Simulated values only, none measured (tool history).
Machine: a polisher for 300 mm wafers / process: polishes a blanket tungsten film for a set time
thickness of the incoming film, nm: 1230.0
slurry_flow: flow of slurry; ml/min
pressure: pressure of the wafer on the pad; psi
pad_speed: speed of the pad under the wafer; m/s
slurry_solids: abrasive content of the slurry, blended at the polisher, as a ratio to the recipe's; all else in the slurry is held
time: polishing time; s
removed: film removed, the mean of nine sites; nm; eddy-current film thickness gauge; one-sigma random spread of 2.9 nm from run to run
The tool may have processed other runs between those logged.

run 1 day=0.000 | slurry_flow=220 pressure=2.6 pad_speed=1.12 slurry_solids=1.0 time=67 | removed=241.98
run 2 day=0.133 | slurry_flow=220 pressure=2.7 pad_speed=1.12 slurry_solids=1.0 time=67 | removed=244.61
run 3 day=0.479 | slurry_flow=220 pressure=2.8 pad_speed=1.12 slurry_solids=1.0 time=67 | removed=255.52
run 4 day=0.575 | slurry_flow=180 pressure=2.8 pad_speed=1.12 slurry_solids=1.0 time=67 | removed=246.25
run 5 day=0.612 | slurry_flow=180 pressure=2.8 pad_speed=1.12 slurry_solids=1.0 time=61 | removed=218.99
run 6 day=0.779 | slurry_flow=180 pressure=2.8 pad_speed=1.30 slurry_solids=1.0 time=61 | removed=257.43
run 7 day=0.842 | slurry_flow=195 pressure=2.8 pad_speed=1.30 slurry_solids=1.0 time=61 | removed=254.06

What does the tool deliver on the next run?
run 8 day=1.192 | slurry_flow=205 pressure=2.9 pad_speed=1.30 slurry_solids=1.0 time=61 | removed=?

removed: 271.40 nm

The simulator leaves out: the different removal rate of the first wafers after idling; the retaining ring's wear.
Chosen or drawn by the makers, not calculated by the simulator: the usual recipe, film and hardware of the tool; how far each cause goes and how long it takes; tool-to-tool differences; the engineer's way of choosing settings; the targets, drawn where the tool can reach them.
